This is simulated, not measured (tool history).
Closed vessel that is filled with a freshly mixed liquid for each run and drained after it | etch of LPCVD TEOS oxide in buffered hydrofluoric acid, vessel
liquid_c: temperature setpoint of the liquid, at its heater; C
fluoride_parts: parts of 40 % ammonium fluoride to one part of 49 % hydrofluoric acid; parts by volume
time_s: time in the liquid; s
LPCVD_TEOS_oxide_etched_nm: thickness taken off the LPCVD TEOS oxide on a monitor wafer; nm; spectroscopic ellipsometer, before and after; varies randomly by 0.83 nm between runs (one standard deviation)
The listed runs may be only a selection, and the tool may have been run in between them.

{"run": 1, "day": 0.0, "liquid_c": 20, "fluoride_parts": 17.5, "time_s": 105, "LPCVD_TEOS_oxide_etched_nm": 122.33}
{"run": 2, "day": 0.033, "liquid_c": 21.5, "fluoride_parts": 17.5, "time_s": 105, "LPCVD_TEOS_oxide_etched_nm": 134.24}
{"run": 3, "day": 0.358, "liquid_c": 20, "fluoride_parts": 18.5, "time_s": 105, "LPCVD_TEOS_oxide_etched_nm": 114.79}
{"run": 4, "day": 0.704, "liquid_c": 19, "fluoride_parts": 19, "time_s": 105, "LPCVD_TEOS_oxide_etched_nm": 105.95}
{"run": 5, "day": 0.85, "liquid_c": 19, "fluoride_parts": 19, "time_s": 105, "LPCVD_TEOS_oxide_etched_nm": 105.94}
{"run": 6, "day": 0.875, "liquid_c": 18.5, "fluoride_parts": 19.5, "time_s": 105, "LPCVD_TEOS_oxide_etched_nm": 101.91}
{"run": 7, "day": 0.967, "liquid_c": 18, "fluoride_parts": 20, "time_s": 105, "LPCVD_TEOS_oxide_etched_nm": 96.874}

What does the tool deliver on the next run?
{"run": 8, "day": 1.1, "liquid_c": 17.5, "fluoride_parts": 20, "time_s": 105, "LPCVD_TEOS_oxide_etched_nm": "?"}

LPCVD_TEOS_oxide_etched_nm: 92.239 nm

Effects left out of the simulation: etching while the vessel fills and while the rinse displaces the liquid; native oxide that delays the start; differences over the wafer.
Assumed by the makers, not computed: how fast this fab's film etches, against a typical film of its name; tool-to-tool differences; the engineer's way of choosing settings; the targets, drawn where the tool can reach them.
